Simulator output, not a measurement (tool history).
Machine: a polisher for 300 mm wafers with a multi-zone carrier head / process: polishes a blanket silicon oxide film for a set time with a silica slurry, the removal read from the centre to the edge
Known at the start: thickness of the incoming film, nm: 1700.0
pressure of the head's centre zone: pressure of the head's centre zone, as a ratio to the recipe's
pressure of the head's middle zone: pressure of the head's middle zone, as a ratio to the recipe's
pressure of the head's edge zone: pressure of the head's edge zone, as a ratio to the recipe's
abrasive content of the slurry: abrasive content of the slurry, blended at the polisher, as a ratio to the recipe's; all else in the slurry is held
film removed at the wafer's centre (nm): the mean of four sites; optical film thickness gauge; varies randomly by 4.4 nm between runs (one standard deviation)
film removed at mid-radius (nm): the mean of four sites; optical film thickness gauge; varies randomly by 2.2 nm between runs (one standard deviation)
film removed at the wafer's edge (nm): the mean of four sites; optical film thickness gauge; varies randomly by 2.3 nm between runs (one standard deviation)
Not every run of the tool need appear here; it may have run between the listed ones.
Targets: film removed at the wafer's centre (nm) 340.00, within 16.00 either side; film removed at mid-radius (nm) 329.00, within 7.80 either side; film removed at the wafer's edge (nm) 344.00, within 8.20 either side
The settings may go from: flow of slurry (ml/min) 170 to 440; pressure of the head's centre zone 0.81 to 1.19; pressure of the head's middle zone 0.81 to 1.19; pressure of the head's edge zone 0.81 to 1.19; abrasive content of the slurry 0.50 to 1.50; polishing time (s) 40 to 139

| run | hour | flow of slurry (ml/min) | pressure of the head's centre zone | pressure of the head's middle zone | pressure of the head's edge zone | abrasive content of the slurry | polishing time (s) | film removed at the wafer's centre (nm) | film removed at mid-radius (nm) | film removed at the wafer's edge (nm) |
|---|---|---|---|---|---|---|---|---|---|---|
| 1 | 0.0 | 280 | 1.00 | 1.00 | 1.00 | 1.00 | 89 | 269.95 | 274.32 | 268.42 |
| 2 | 8.1 | 285 | 1.01 | 1.00 | 1.02 | 1.05 | 89 | 284.75 | 280.01 | 276.71 |
| 3 | 16.1 | 290 | 1.01 | 1.00 | 1.04 | 1.10 | 89 | 283.61 | 282.71 | 280.47 |
| 4 | 23.2 | 290 | 1.01 | 1.00 | 1.05 | 1.15 | 89 | 296.77 | 290.97 | 289.02 |
| 5 | 25.3 | 335 | 1.01 | 1.00 | 1.05 | 1.15 | 89 | 292.81 | 292.89 | 293.83 |
| 6 | 30.0 | 335 | 1.01 | 1.00 | 1.05 | 1.15 | 77 | 249.27 | 253.06 | 250.90 |
| 7 | 36.3 | 335 | 1.01 | 1.00 | 1.06 | 1.20 | 78 | 261.11 | 261.57 | 258.76 |
| 8 | 42.9 | 340 | 1.01 | 1.00 | 1.07 | 1.25 | 79 | 274.96 | 268.10 | 264.33 |
| 9 | 43.7 | 345 | 1.00 | 1.00 | 1.08 | 1.30 | 80 | 275.40 | 275.92 | 275.33 |
| 10 | 51.3 | 345 | 1.00 | 1.00 | 1.09 | 1.30 | 81 | 282.31 | 278.69 | 279.35 |
| 11 | 55.1 | 350 | 1.00 | 1.00 | 1.10 | 1.30 | 82 | 285.27 | 283.36 | 288.51 |
| 12 | 59.8 | 405 | 1.07 | 1.04 | 1.19 | 1.50 | 83 | 322.46 | 312.74 | 312.70 |

Next run, 4 choices. One meets every target within its allowed miss, the rest don't. Which?
| A | 64.5 | 350 | 0.99 | 0.90 | 1.19 | 1.50 | 94 | ? | ? | ? |
| B | 64.5 | 350 | 0.83 | 0.84 | 1.19 | 1.45 | 98 | ? | ? | ? |
| C | 64.5 | 400 | 1.00 | 0.96 | 1.09 | 1.50 | 95 | ? | ? | ? |
| D | 64.5 | 335 | 0.99 | 0.95 | 1.19 | 1.45 | 99 | ? | ? | ? |

| move | film removed at the wafer's centre (nm) | film removed at mid-radius (nm) | film removed at the wafer's edge (nm) |
|---|---|---|---|
| A | 330.98 | 305.26 | 357.23 |
| B | 302.28 | 297.69 | 368.83 |
| C | 340.37 | 328.53 | 347.20 |
| D | 343.90 | 331.79 | 371.17 |
A: pushes the last run's worst result past its target
B: pushes the last run's worst result past its target
C: in spec on every target
D: pushes the last run's worst result past its target
C is the move that brings every result within its allowed miss.
